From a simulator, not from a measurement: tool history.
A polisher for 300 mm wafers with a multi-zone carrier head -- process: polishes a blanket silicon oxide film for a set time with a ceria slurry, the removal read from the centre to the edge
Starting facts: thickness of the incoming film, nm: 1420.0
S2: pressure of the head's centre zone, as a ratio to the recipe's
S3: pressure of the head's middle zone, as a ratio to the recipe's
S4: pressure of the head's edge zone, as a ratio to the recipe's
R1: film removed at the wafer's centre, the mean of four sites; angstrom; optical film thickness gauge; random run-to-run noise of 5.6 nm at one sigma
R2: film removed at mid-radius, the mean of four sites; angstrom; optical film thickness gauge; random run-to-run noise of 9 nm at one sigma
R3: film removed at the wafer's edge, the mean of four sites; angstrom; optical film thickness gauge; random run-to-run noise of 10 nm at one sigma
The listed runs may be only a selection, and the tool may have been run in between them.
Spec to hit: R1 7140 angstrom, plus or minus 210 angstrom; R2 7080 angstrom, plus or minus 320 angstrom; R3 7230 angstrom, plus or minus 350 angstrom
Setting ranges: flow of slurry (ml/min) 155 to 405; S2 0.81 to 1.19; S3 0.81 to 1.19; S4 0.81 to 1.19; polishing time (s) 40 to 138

Run 1, day 0: flow of slurry (ml/min) 260, S2 1, S3 1, S4 1, polishing time (s) 88. Result: R1 5467.6 angstrom, R2 5281.5 angstrom, R3 5341 angstrom.
Run 2, day 0.196: flow of slurry (ml/min) 260, S2 1, S3 1, S4 1, polishing time (s) 109. Result: R1 6771.9 angstrom, R2 6305.4 angstrom, R3 6736 angstrom.
Run 3, day 0.55: flow of slurry (ml/min) 260, S2 1, S3 0.92, S4 1, polishing time (s) 109. Result: R1 6761.9 angstrom, R2 6080.2 angstrom, R3 6539 angstrom.
Run 4, day 0.688: flow of slurry (ml/min) 275, S2 1, S3 0.98, S4 1, polishing time (s) 110. Result: R1 6775.1 angstrom, R2 6329.4 angstrom, R3 6538.5 angstrom.
Run 5, day 0.783: flow of slurry (ml/min) 275, S2 1, S3 0.98, S4 1, polishing time (s) 127. Result: R1 7910.1 angstrom, R2 7156.2 angstrom, R3 7464 angstrom.
Run 6, day 1.067: flow of slurry (ml/min) 275, S2 0.98, S3 0.98, S4 0.99, polishing time (s) 126. Result: R1 7596.4 angstrom, R2 7260 angstrom, R3 7708.7 angstrom.
Run 7, day 1.179: flow of slurry (ml/min) 285, S2 0.98, S3 0.99, S4 0.98, polishing time (s) 124. Result: R1 7579.7 angstrom, R2 7079.8 angstrom, R3 7312.6 angstrom.
Run 8, day 1.383: flow of slurry (ml/min) 285, S2 0.97, S3 1, S4 0.98, polishing time (s) 124. Result: R1 7467.7 angstrom, R2 7248.2 angstrom, R3 7398.5 angstrom.

Which of these 5 next moves meets every target?
Run A, day 1.588: flow of slurry (ml/min) 330, S2 0.96, S3 0.91, S4 1, polishing time (s) 117. Result: R1 ?, R2 ?, R3 ?.
Run B, day 1.588: flow of slurry (ml/min) 200, S2 0.92, S3 0.96, S4 0.9, polishing time (s) 129. Result: R1 ?, R2 ?, R3 ?.
Run C, day 1.588: flow of slurry (ml/min) 235, S2 0.98, S3 0.9, S4 1, polishing time (s) 120. Result: R1 ?, R2 ?, R3 ?.
Run D, day 1.588: flow of slurry (ml/min) 245, S2 0.92, S3 0.96, S4 1.05, polishing time (s) 126. Result: R1 ?, R2 ?, R3 ?.
Run E, day 1.588: flow of slurry (ml/min) 375, S2 0.96, S3 1.13, S4 0.85, polishing time (s) 115. Result: R1 ?, R2 ?, R3 ?.

move      R1      R2      R3
   A    7231  6511.9  7127.6
   B  7195.5  7094.4  7157.5
   C  7270.2  6385.7  7115.3
   D  7236.7  7113.1  7674.2
   E  7202.2  7771.3    6531
A: brings the result that was furthest off to its target, and leaves another outside
B: every result lands within tolerance
C: brings the result that was furthest off to its target, and leaves another outside
D: brings the result that was furthest off to its target, and leaves another outside
E: brings the result that was furthest off to its target, and leaves another outside
The right move is B.
